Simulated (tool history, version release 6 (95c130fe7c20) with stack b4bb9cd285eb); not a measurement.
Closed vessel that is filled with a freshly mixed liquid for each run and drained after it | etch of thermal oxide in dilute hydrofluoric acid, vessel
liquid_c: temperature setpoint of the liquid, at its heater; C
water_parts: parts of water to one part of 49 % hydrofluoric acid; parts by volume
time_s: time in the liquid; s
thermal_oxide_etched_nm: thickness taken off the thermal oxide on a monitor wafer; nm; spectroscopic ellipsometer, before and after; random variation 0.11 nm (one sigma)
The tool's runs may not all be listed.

run 1 hour=0 | liquid_c=23 water_parts=205 time_s=1420 | thermal_oxide_etched_nm=27.7
run 2 hour=8.1 | liquid_c=21.5 water_parts=225 time_s=1420 | thermal_oxide_etched_nm=23.442
run 3 hour=10.1 | liquid_c=21.5 water_parts=225 time_s=1420 | thermal_oxide_etched_nm=23.494
run 4 hour=15.3 | liquid_c=23 water_parts=225 time_s=1420 | thermal_oxide_etched_nm=25.189
run 5 hour=24.9 | liquid_c=23 water_parts=290 time_s=1420 | thermal_oxide_etched_nm=18.168
run 6 hour=29.2 | liquid_c=23 water_parts=290 time_s=1530 | thermal_oxide_etched_nm=19.706
run 7 hour=36.2 | liquid_c=21.5 water_parts=295 time_s=1530 | thermal_oxide_etched_nm=18.19

The next listed run, before its measurement:
run 8 hour=41 | liquid_c=20.5 water_parts=295 time_s=1530 | thermal_oxide_etched_nm=?

thermal_oxide_etched_nm: 17.487 nm

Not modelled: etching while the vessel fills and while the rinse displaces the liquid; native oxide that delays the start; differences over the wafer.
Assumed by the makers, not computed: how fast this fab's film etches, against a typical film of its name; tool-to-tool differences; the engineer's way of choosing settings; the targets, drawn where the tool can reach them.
